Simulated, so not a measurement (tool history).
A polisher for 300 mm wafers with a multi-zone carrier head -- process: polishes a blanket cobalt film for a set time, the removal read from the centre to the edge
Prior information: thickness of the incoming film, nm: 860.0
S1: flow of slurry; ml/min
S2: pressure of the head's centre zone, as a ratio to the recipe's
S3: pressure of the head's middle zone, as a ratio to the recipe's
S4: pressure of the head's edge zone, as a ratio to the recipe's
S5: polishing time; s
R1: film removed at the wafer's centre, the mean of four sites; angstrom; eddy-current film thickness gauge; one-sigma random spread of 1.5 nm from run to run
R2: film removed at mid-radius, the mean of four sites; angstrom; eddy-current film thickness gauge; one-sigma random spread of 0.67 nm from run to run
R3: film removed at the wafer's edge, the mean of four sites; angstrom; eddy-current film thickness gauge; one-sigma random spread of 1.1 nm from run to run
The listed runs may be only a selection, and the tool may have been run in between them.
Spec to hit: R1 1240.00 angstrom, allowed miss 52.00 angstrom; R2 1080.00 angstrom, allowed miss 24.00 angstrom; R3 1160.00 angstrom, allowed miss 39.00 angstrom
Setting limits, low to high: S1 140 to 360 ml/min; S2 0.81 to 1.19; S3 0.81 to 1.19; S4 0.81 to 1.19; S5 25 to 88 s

| run | hour | S1 | S2 | S3 | S4 | S5 | R1 | R2 | R3 |
|---|---|---|---|---|---|---|---|---|---|
| 1 | 0.0 | 230 | 1.00 | 1.00 | 1.00 | 56 | 1422.50 | 1485.60 | 1479.70 |
| 2 | 2.8 | 205 | 1.00 | 1.00 | 1.00 | 56 | 1440.70 | 1461.40 | 1474.30 |
| 3 | 8.0 | 205 | 1.00 | 1.00 | 1.00 | 42 | 1042.30 | 1093.70 | 1106.20 |
| 4 | 12.2 | 180 | 1.00 | 1.00 | 1.00 | 42 | 1061.70 | 1056.80 | 1086.00 |
| 5 | 13.9 | 180 | 1.00 | 1.00 | 1.00 | 29 | 724.86 | 741.66 | 757.99 |
| 6 | 22.7 | 175 | 1.03 | 1.01 | 1.03 | 32 | 811.67 | 814.40 | 820.28 |
| 7 | 23.4 | 180 | 1.04 | 0.99 | 1.03 | 35 | 900.66 | 876.37 | 915.01 |
| 8 | 27.0 | 195 | 1.07 | 0.98 | 1.04 | 36 | 985.97 | 906.41 | 962.36 |
| 9 | 35.8 | 225 | 1.09 | 0.98 | 1.05 | 36 | 1022.00 | 919.80 | 976.50 |
| 10 | 37.6 | 245 | 1.10 | 0.98 | 1.07 | 37 | 1055.50 | 966.04 | 1020.40 |
| 11 | 42.6 | 265 | 1.11 | 0.98 | 1.08 | 37 | 1081.90 | 973.93 | 1030.00 |
| 12 | 49.7 | 280 | 1.12 | 0.98 | 1.10 | 38 | 1139.20 | 991.69 | 1062.90 |
| 13 | 52.2 | 290 | 1.12 | 0.98 | 1.11 | 39 | 1150.30 | 1041.10 | 1102.60 |
| 14 | 54.6 | 300 | 1.13 | 0.98 | 1.12 | 39 | 1182.10 | 1032.20 | 1114.00 |
| 15 | 62.3 | 310 | 1.13 | 0.98 | 1.12 | 39 | 1179.10 | 1043.00 | 1130.30 |
| 16 | 66.0 | 315 | 1.14 | 0.98 | 1.12 | 39 | 1199.50 | 1053.20 | 1146.30 |

Which one of the following 5 next-run settings gets every result inside its allowed miss? There is exactly one.
| A | 69.7 | 300 | 1.03 | 0.99 | 1.13 | 40 | ? | ? | ? |
| B | 69.7 | 315 | 1.05 | 0.87 | 1.04 | 42 | ? | ? | ? |
| C | 69.7 | 340 | 1.08 | 0.98 | 1.12 | 39 | ? | ? | ? |
| D | 69.7 | 330 | 1.17 | 1.04 | 1.13 | 40 | ? | ? | ? |
| E | 69.7 | 280 | 1.16 | 1.01 | 1.17 | 40 | ? | ? | ? |

| move | R1 | R2 | R3 |
|---|---|---|---|
| A | 1113.30 | 1084.90 | 1162.50 |
| B | 1196.70 | 1027.80 | 1177.10 |
| C | 1152.30 | 1061.10 | 1138.90 |
| D | 1275.60 | 1140.80 | 1170.00 |
| E | 1241.70 | 1094.50 | 1176.70 |
A: corrects the largest miss of the last run, while another result sits out of spec
B: further off than the last run
C: corrects the largest miss of the last run, while another result sits out of spec
D: carries the result that was furthest off beyond its target, to the other side
E: in spec on every target
Answer: E
